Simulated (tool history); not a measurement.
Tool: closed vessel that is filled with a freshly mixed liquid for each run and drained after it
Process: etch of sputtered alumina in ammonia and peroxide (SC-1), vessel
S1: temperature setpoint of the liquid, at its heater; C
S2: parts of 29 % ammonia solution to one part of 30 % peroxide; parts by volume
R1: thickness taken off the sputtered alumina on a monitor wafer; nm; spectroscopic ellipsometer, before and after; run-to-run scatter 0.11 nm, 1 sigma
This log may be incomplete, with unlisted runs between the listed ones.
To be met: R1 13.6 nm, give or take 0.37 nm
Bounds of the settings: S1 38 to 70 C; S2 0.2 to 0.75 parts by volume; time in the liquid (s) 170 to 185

Run 1, hour 0: S1 54 C, S2 0.45 parts by volume, time in the liquid (s) 170. Result: R1 11.423 nm.
Run 2, hour 1: S1 54.5 C, S2 0.45 parts by volume, time in the liquid (s) 170. Result: R1 11.597 nm.
Run 3, hour 2.4: S1 55 C, S2 0.45 parts by volume, time in the liquid (s) 170. Result: R1 11.947 nm.
Run 4, hour 10: S1 55 C, S2 0.55 parts by volume, time in the liquid (s) 170. Result: R1 12.194 nm.
Run 5, hour 12.4: S1 49 C, S2 0.55 parts by volume, time in the liquid (s) 170. Result: R1 8.7723 nm.
Run 6, hour 19.8: S1 51 C, S2 0.55 parts by volume, time in the liquid (s) 170. Result: R1 9.6952 nm.
Run 7, hour 25: S1 52.5 C, S2 0.55 parts by volume, time in the liquid (s) 170. Result: R1 10.707 nm.
Run 8, hour 32.7: S1 53.5 C, S2 0.55 parts by volume, time in the liquid (s) 170. Result: R1 11.28 nm.
Run 9, hour 38.6: S1 54.5 C, S2 0.55 parts by volume, time in the liquid (s) 170. Result: R1 11.826 nm.
Run 10, hour 46.7: S1 55 C, S2 0.55 parts by volume, time in the liquid (s) 170. Result: R1 12.225 nm.
Run 11, hour 54.3: S1 55.5 C, S2 0.55 parts by volume, time in the liquid (s) 170. Result: R1 12.495 nm.
Run 12, hour 59: S1 56 C, S2 0.55 parts by volume, time in the liquid (s) 170. Result: R1 12.69 nm.

Which single option among these 5 for the next run brings every result within its allowed miss of target? Just one does.
Run A, hour 63.7: S1 57 C, S2 0.55 parts by volume, time in the liquid (s) 185. Result: R1 ?.
Run B, hour 63.7: S1 57 C, S2 0.35 parts by volume, time in the liquid (s) 185. Result: R1 ?.
Run C, hour 63.7: S1 56.5 C, S2 0.6 parts by volume, time in the liquid (s) 175. Result: R1 ?.
Run D, hour 63.7: S1 55.5 C, S2 0.5 parts by volume, time in the liquid (s) 170. Result: R1 ?.
Run E, hour 63.7: S1 55.5 C, S2 0.55 parts by volume, time in the liquid (s) 175. Result: R1 ?.

move      R1
   A  14.661
   B  14.048
   C  13.621
   D  12.338
   E  12.815
A: moves the result that the last run missed by most past its target, out the other side
B: moves the result that the last run missed by most past its target, out the other side
C: in spec on every target
D: its largest miss is bigger than the last run's
E: closes in on the targets versus the last run, not all within tolerance yet
Correct choice: C, which meets every target
